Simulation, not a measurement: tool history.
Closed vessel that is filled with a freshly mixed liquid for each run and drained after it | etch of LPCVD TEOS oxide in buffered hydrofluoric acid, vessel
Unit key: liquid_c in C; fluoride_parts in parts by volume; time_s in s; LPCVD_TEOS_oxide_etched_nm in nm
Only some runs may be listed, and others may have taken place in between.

run	day	liquid_c	fluoride_parts	time_s	LPCVD_TEOS_oxide_etched_nm
1	0.000	22.0	14.0	30	91.423
2	0.142	20.5	14.0	30	84.801
3	0.262	24.0	11.5	30	124.350
4	0.504	26.0	10.5	30	152.280
5	0.871	27.5	10.0	30	171.510
6	1.021	27.5	10.0	30	172.600
7	1.262	28.5	9.5	30	188.220
8	1.479	29.0	9.0	30	201.200
9	1.758	29.5	9.0	30	204.720
10	1.912	30.0	8.5	30	225.670

Run 11 is up next; what results do you expect?
# day 2.004: thermometer replaced
11	2.004	29.5	8.5	30	?

Run 11 came out at LPCVD_TEOS_oxide_etched_nm 241.970 nm.
